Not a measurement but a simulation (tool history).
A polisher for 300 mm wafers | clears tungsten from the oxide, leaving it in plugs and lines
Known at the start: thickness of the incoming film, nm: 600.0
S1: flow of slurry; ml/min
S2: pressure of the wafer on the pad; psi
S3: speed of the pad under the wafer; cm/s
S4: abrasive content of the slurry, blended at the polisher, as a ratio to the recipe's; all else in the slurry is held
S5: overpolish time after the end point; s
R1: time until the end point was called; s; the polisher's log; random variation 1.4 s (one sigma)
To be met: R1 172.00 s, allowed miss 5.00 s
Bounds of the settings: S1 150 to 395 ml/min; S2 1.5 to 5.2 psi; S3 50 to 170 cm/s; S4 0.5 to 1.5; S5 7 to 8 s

run  hour   S1   S2   S3   S4  S5      R1
  1   0.0  250  3.3  110  1.0   8  115.50
  2   1.8  245  2.9  110  1.0   8  131.13
  3  10.2  220  2.9  110  1.0   8  131.26
  4  18.4  220  3.6  110  1.0   8  105.86
  5  20.7  220  3.1  110  1.0   8  123.87
  6  28.9  220  3.1  110  0.9   8  128.87
  7  32.6  220  2.8  110  0.9   8  140.92
  8  39.9  220  2.6  110  0.9   8  151.31
  9  43.2  220  2.5  110  0.9   8  157.58
 10  47.5  220  2.4  110  0.9   8  161.64

4 next moves are on the table. One of them brings every result within its allowed miss. Which?
  A  51.8  200  2.6   78  0.9   7   ?
  B  51.8  260  2.3  102  1.0   8   ?
  C  51.8  265  2.5  102  1.0   8   ?
  D  51.8  150  3.0   66  1.0   8   ?

move      R1
   A  188.60
   B  170.61
   C  157.24
   D  179.53
A: takes the result that was furthest off past its target
B: meets every target
C: further off than the last run
D: takes the result that was furthest off past its target
Answer: B
